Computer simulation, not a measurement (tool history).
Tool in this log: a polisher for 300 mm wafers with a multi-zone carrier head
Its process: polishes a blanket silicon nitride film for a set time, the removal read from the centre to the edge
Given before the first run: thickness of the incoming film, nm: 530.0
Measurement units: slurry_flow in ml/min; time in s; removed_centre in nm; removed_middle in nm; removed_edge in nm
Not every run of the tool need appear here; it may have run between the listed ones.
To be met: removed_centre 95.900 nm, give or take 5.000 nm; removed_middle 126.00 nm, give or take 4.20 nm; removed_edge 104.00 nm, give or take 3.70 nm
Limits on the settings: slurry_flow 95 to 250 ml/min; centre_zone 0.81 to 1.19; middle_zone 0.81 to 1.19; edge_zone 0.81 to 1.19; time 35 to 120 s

run,hour,slurry_flow,centre_zone,middle_zone,edge_zone,time,removed_centre,removed_middle,removed_edge
1,0.0,160,1.00,1.00,1.00,77,162.850,158.20,161.96
2,8.2,160,0.98,1.02,0.98,73,151.110,154.19,151.08
3,10.8,160,0.98,1.09,0.98,73,153.740,159.64,148.36
4,16.9,160,1.06,1.09,0.98,73,162.940,161.21,146.86
5,22.3,155,1.02,1.10,0.97,70,150.420,153.43,140.51
6,30.1,120,1.02,1.10,0.97,70,140.160,147.49,135.09
7,34.7,115,1.00,1.11,0.96,68,134.040,141.45,132.90
8,38.5,120,0.97,1.12,0.94,65,122.030,140.51,124.45

Exercise: of the 5 proposed moves below, exactly one satisfies all targets within the stated allowed misses. Which move is it?
A,42.3,160,1.18,1.17,0.85,56,?,?,?
B,42.3,115,1.01,0.98,0.98,72,?,?,?
C,42.3,95,1.15,0.83,1.19,78,?,?,?
D,42.3,100,0.99,1.19,0.93,54,?,?,?
E,42.3,120,0.86,1.16,0.84,57,?,?,?

move,removed_centre,removed_middle,removed_edge
A,139.650,128.21,108.45
B,142.520,132.99,142.61
C,166.770,119.79,165.36
D,101.040,113.96,101.73
E,97.089,122.82,105.59
A: further off than the last run
B: further off than the last run
C: further off than the last run
D: the furthest-off result lands on target, but another misses its tolerance
E: hits every target within its allowed miss
So the answer is move E, the one that meets all the targets.

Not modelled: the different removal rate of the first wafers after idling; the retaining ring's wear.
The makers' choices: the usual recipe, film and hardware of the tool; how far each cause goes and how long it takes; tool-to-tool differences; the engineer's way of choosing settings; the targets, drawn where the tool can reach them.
